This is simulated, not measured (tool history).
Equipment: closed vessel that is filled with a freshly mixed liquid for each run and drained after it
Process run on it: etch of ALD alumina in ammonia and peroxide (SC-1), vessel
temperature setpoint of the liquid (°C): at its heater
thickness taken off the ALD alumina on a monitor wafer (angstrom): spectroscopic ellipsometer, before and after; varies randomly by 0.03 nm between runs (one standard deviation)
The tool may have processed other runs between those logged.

run	hour	temperature setpoint of the liquid (°C)	parts of 29 % ammonia solution to one part of 30 % peroxide (parts by volume)	time in the liquid (s)	thickness taken off the ALD alumina on a monitor wafer (angstrom)
1	0.0	52.0	0.45	190	145.400
2	4.5	49.5	0.45	190	127.200
3	8.6	49.5	0.45	205	136.690
4	15.4	47.5	0.45	205	122.670
5	21.3	44.0	0.45	205	100.450
6	28.7	44.0	0.45	190	92.880

Run 7 has not been measured yet. What should we expect?
7	33.2	43.5	0.45	190	?

thickness taken off the ALD alumina on a monitor wafer (angstrom): 90.889
